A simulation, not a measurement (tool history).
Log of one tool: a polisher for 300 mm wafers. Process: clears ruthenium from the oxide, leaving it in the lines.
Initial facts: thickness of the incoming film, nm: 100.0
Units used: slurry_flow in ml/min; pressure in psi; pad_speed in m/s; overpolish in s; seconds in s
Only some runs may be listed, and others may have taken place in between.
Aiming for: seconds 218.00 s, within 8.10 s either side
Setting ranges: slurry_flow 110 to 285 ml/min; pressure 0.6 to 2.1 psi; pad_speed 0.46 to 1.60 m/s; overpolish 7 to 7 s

{"run": 1, "hour": 0.0, "slurry_flow": 180, "pressure": 1.3, "pad_speed": 1.02, "overpolish": 7, "seconds": 139.51}
{"run": 2, "hour": 8.4, "slurry_flow": 215, "pressure": 1.3, "pad_speed": 1.02, "overpolish": 7, "seconds": 139.67}
{"run": 3, "hour": 11.1, "slurry_flow": 255, "pressure": 1.3, "pad_speed": 1.02, "overpolish": 7, "seconds": 134.05}
{"run": 4, "hour": 14.4, "slurry_flow": 250, "pressure": 1.1, "pad_speed": 1.02, "overpolish": 7, "seconds": 161.43}
{"run": 5, "hour": 16.8, "slurry_flow": 250, "pressure": 1.3, "pad_speed": 1.02, "overpolish": 7, "seconds": 132.75}
{"run": 6, "hour": 23.7, "slurry_flow": 245, "pressure": 1.2, "pad_speed": 1.02, "overpolish": 7, "seconds": 149.16}
{"run": 7, "hour": 31.8, "slurry_flow": 245, "pressure": 1.1, "pad_speed": 1.02, "overpolish": 7, "seconds": 162.35}
{"run": 8, "hour": 40.0, "slurry_flow": 245, "pressure": 1.0, "pad_speed": 1.02, "overpolish": 7, "seconds": 175.98}
{"run": 9, "hour": 40.7, "slurry_flow": 245, "pressure": 0.9, "pad_speed": 1.02, "overpolish": 7, "seconds": 194.14}

Below are 4 possible settings for the next run. Only one of them brings all results inside the allowed miss of their targets. Which is it?
{"run": "A", "hour": 41.4, "slurry_flow": 245, "pressure": 0.9, "pad_speed": 0.9, "overpolish": 7, "seconds": "?"}
{"run": "B", "hour": 41.4, "slurry_flow": 185, "pressure": 0.9, "pad_speed": 0.78, "overpolish": 7, "seconds": "?"}
{"run": "C", "hour": 41.4, "slurry_flow": 240, "pressure": 0.8, "pad_speed": 0.92, "overpolish": 7, "seconds": "?"}
{"run": "D", "hour": 41.4, "slurry_flow": 235, "pressure": 0.8, "pad_speed": 0.96, "overpolish": 7, "seconds": "?"}

move=A seconds=215.64
move=B seconds=248.73
move=C seconds=237.60
move=D seconds=230.11
A: every result lands within tolerance
B: takes the biggest miss from the last run beyond its target
C: takes the biggest miss from the last run beyond its target
D: takes the biggest miss from the last run beyond its target
Answer: A
